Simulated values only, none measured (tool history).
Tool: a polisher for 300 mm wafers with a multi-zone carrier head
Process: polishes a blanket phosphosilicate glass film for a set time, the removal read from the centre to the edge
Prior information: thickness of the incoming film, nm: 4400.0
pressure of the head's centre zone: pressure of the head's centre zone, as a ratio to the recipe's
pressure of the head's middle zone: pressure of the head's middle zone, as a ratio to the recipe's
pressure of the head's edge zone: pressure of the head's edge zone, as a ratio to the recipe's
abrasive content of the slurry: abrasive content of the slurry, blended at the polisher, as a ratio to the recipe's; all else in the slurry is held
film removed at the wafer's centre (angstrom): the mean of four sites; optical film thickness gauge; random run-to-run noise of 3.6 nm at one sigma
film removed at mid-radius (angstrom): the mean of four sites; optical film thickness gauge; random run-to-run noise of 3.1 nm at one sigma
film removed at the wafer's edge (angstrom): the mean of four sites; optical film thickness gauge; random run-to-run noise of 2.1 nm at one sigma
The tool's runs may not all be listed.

run    day  flow of slurry (ml/min)  pressure of the head's centre zone  pressure of the head's middle zone  pressure of the head's edge zone  abrasive content of the slurry  polishing time (s)  film removed at the wafer's centre (angstrom)  film removed at mid-radius (angstrom)  film removed at the wafer's edge (angstrom)
  1      0                      305                                   1                                   1                                 1                               1                  50                                           3312                                 3304.3                                       3304.2
  2  0.192                      305                                   1                                   1                              1.06                               1                  50                                         3251.7                                 3418.3                                       3431.6
  3  0.333                      305                                   1                                   1                              1.06                               1                  56                                         3685.3                                 3746.8                                         3898
  4  0.704                      305                                   1                                   1                              1.06                               1                  67                                         4454.7                                 4419.9                                       4615.9
  5  1.017                      300                                0.99                                0.98                              1.02                             0.9                  64                                         4105.5                                 4098.7                                       4119.4
  6  1.225                      300                                1.07                                0.98                              1.02                             0.9                  64                                         4278.4                                 4139.4                                       4177.2
  7  1.425                      300                                1.08                                0.95                              1.02                             0.8                  60                                         3922.9                                   3580                                       3800.4
  8   1.75                      300                                1.08                                0.95                              1.02                             0.8                  60                                         3887.7                                 3673.2                                       3851.5
  9  2.079                      295                                1.07                                0.93                              0.99                            0.75                  57                                         3676.2                                 3371.7                                       3495.2

Run 10 is up next; what results do you expect?
 10  2.446                      295                                1.06                                0.92                              0.98                             0.7                  54                                              ?                                      ?                                            ?

{"run 10": {"film removed at the wafer's centre (angstrom)": 3347.8, "film removed at mid-radius (angstrom)": 3192.6, "film removed at the wafer's edge (angstrom)": 3247.1}}
